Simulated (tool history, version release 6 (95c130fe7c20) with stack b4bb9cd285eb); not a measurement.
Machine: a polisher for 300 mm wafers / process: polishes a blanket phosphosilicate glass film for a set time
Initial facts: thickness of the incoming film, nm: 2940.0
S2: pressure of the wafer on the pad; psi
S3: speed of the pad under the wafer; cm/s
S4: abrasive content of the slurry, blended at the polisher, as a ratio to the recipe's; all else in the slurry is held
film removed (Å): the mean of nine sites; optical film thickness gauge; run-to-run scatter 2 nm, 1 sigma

Run 1, hour 0.0: flow of slurry (ml/min) 290, S2 2.3 psi, S3 126 cm/s, S4 1.0, polishing time (s) 42. Result: film removed (Å) 2839.3.
Run 2, hour 4.0: flow of slurry (ml/min) 290, S2 2.1 psi, S3 126 cm/s, S4 1.0, polishing time (s) 42. Result: film removed (Å) 2641.8.
Run 3, hour 6.9: flow of slurry (ml/min) 290, S2 1.9 psi, S3 126 cm/s, S4 1.0, polishing time (s) 42. Result: film removed (Å) 2517.6.
Run 4, hour 12.5: flow of slurry (ml/min) 290, S2 1.7 psi, S3 126 cm/s, S4 1.0, polishing time (s) 42. Result: film removed (Å) 2306.3.
Run 5, hour 19.6: flow of slurry (ml/min) 290, S2 1.6 psi, S3 126 cm/s, S4 1.0, polishing time (s) 42. Result: film removed (Å) 2301.8.
Run 6, hour 28.3: flow of slurry (ml/min) 290, S2 1.6 psi, S3 140 cm/s, S4 1.0, polishing time (s) 42. Result: film removed (Å) 2465.8.
Run 7, hour 31.1: flow of slurry (ml/min) 290, S2 1.5 psi, S3 140 cm/s, S4 1.0, polishing time (s) 42. Result: film removed (Å) 2362.5.
Run 8, hour 32.0: flow of slurry (ml/min) 290, S2 1.4 psi, S3 140 cm/s, S4 1.0, polishing time (s) 42. Result: film removed (Å) 2332.4.

Run 9, settings as shown, results not yet in. Your forecast:
Run 9, hour 33.1: flow of slurry (ml/min) 290, S2 1.3 psi, S3 140 cm/s, S4 1.0, polishing time (s) 42. Result: film removed (Å) ?.

{"run 9": {"film removed (Å)": 2199.0}}
